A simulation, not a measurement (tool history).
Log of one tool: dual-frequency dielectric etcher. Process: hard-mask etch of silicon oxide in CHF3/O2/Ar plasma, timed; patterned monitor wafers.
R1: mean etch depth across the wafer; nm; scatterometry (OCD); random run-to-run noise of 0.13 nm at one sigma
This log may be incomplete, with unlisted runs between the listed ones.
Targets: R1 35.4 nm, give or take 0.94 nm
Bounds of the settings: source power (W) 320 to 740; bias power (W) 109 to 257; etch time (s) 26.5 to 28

Run 1, day 0: source power (W) 530, bias power (W) 183, etch time (s) 26.5. Result: R1 46.043 nm.
Run 2, day 0.079: source power (W) 500, bias power (W) 173, etch time (s) 26.5. Result: R1 43.935 nm.
Run 3, day 0.192: source power (W) 500, bias power (W) 173, etch time (s) 28. Result: R1 46.601 nm.
Run 4, day 0.25: source power (W) 480, bias power (W) 164, etch time (s) 28. Result: R1 44.511 nm.
Run 5, day 0.488: source power (W) 390, bias power (W) 164, etch time (s) 28. Result: R1 41.447 nm.
Run 6, day 0.646: source power (W) 330, bias power (W) 164, etch time (s) 28. Result: R1 38.716 nm.
Run 7, day 0.817: source power (W) 330, bias power (W) 160, etch time (s) 28. Result: R1 38.432 nm.
Run 8, day 0.862: source power (W) 330, bias power (W) 156, etch time (s) 28. Result: R1 38.026 nm.
Run 9, day 1.233: source power (W) 330, bias power (W) 153, etch time (s) 28. Result: R1 37.318 nm.
Run 10, day 1.592: source power (W) 330, bias power (W) 151, etch time (s) 28. Result: R1 37.239 nm.
Run 11, day 1.633: source power (W) 330, bias power (W) 149, etch time (s) 28. Result: R1 36.992 nm.
Run 12, day 1.854: source power (W) 330, bias power (W) 147, etch time (s) 28. Result: R1 36.731 nm.
Run 13, day 2.196: source power (W) 330, bias power (W) 146, etch time (s) 28. Result: R1 36.554 nm.

Consider the 4 candidate settings below. Which is the only one whose results all fall within their allowed miss of target?
Run A, day 2.538: source power (W) 340, bias power (W) 168, etch time (s) 26.5. Result: R1 ?.
Run B, day 2.538: source power (W) 340, bias power (W) 152, etch time (s) 28. Result: R1 ?.
Run C, day 2.538: source power (W) 350, bias power (W) 144, etch time (s) 28. Result: R1 ?.
Run D, day 2.538: source power (W) 320, bias power (W) 153, etch time (s) 27. Result: R1 ?.

move      R1
   A  37.838
   B  37.759
   C   36.95
   D   35.79
A: the biggest miss grows against the last run
B: the biggest miss grows against the last run
C: the biggest miss grows against the last run
D: all results land within tolerance of their targets
Correct choice: D, which meets every target
